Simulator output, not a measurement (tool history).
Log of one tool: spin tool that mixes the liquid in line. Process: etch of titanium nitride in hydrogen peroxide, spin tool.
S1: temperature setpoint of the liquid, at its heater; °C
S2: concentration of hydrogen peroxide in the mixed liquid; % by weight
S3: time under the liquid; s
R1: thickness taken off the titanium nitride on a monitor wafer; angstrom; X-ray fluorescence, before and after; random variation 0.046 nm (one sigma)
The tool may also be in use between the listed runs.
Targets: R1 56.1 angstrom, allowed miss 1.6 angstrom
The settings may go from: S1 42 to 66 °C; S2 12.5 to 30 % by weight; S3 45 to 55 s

run 1 hour=0 | S1=58 S2=24.5 S3=55 | R1=41.496
run 2 hour=4.8 | S1=54.5 S2=24.5 S3=55 | R1=32.121
run 3 hour=5.4 | S1=54.5 S2=24.5 S3=45 | R1=27.139
run 4 hour=8.4 | S1=54.5 S2=24.5 S3=55 | R1=33.253
run 5 hour=12.2 | S1=56.5 S2=24.5 S3=55 | R1=38.208
run 6 hour=16.6 | S1=57.5 S2=24.5 S3=55 | R1=40.391
run 7 hour=22.4 | S1=58.5 S2=24.5 S3=55 | R1=43.567
run 8 hour=26.9 | S1=59 S2=24.5 S3=55 | R1=45.166
run 9 hour=30.2 | S1=59 S2=24.5 S3=55 | R1=45.224
run 10 hour=32.5 | S1=59.5 S2=24.5 S3=55 | R1=46.53
run 11 hour=37.8 | S1=60 S2=24.5 S3=55 | R1=48.915
run 12 hour=39.5 | S1=60.5 S2=24.5 S3=55 | R1=49.598
run 13 hour=47.6 | S1=60.5 S2=24.5 S3=55 | R1=49.566
-- hour=48.6 heated supply line repaired
run 14 hour=48.6 | S1=62.5 S2=24.5 S3=55 | R1=63.119
run 15 hour=52.9 | S1=62 S2=24.5 S3=55 | R1=62.256
run 16 hour=55.7 | S1=61.5 S2=24.5 S3=55 | R1=59.045

Which of these 4 next moves meets every target?
run A hour=58.5 | S1=61 S2=27 S3=55 | R1=?
run B hour=58.5 | S1=62.5 S2=28 S3=45 | R1=?
run C hour=58.5 | S1=61.5 S2=26.5 S3=55 | R1=?
run D hour=58.5 | S1=62 S2=24.5 S3=50 | R1=?

move=A R1=58.453
move=B R1=53.327
move=C R1=60.211
move=D R1=55.646
A: nearer than the last run, and not there yet
B: takes the result that was furthest off past its target
C: further off than the last run
D: meets every target
Answer: D

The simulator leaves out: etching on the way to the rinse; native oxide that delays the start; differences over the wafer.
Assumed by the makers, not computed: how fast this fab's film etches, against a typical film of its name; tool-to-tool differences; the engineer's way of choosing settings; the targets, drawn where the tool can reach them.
